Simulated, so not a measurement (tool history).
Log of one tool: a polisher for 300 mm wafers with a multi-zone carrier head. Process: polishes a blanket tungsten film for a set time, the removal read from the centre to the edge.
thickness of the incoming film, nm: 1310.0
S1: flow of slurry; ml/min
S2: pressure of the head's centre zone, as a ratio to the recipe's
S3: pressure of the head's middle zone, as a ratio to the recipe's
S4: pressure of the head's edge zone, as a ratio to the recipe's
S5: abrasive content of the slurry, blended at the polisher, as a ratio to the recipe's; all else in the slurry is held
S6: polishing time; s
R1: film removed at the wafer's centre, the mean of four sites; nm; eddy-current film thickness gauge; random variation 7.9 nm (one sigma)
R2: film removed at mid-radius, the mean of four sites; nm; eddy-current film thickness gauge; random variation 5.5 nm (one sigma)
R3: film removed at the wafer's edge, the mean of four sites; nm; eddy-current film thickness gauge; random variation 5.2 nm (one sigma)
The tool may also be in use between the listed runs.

Run 1, day 0.000: S1 185 ml/min, S2 1.00, S3 1.00, S4 1.00, S5 1.00, S6 78 s. Result: R1 405.07 nm, R2 402.23 nm, R3 392.13 nm.
Run 2, day 0.212: S1 185 ml/min, S2 1.00, S3 1.00, S4 1.00, S5 1.15, S6 78 s. Result: R1 416.88 nm, R2 418.90 nm, R3 404.25 nm.
Run 3, day 0.325: S1 190 ml/min, S2 1.02, S3 1.00, S4 1.02, S5 1.20, S6 79 s. Result: R1 437.70 nm, R2 429.49 nm, R3 427.89 nm.
Run 4, day 0.696: S1 190 ml/min, S2 1.02, S3 0.92, S4 1.02, S5 1.20, S6 79 s. Result: R1 429.21 nm, R2 397.80 nm, R3 423.28 nm.
Run 5, day 0.758: S1 195 ml/min, S2 1.04, S3 0.94, S4 1.03, S5 1.25, S6 80 s. Result: R1 449.10 nm, R2 421.14 nm, R3 424.70 nm.
Run 6, day 1.121: S1 195 ml/min, S2 1.05, S3 0.94, S4 1.04, S5 1.30, S6 82 s. Result: R1 469.96 nm, R2 433.80 nm, R3 446.57 nm.
Run 7, day 1.142: S1 195 ml/min, S2 1.06, S3 0.95, S4 1.05, S5 1.35, S6 83 s. Result: R1 483.20 nm, R2 444.87 nm, R3 448.28 nm.

Run 8 comes next. What will it give?
Run 8, day 1.458: S1 240 ml/min, S2 1.09, S3 0.97, S4 1.12, S5 1.50, S6 97 s. Result: R1 ?, R2 ?, R3 ?.

{"run 8": {"R1": 625.56, "R2": 556.9, "R3": 571.78}}
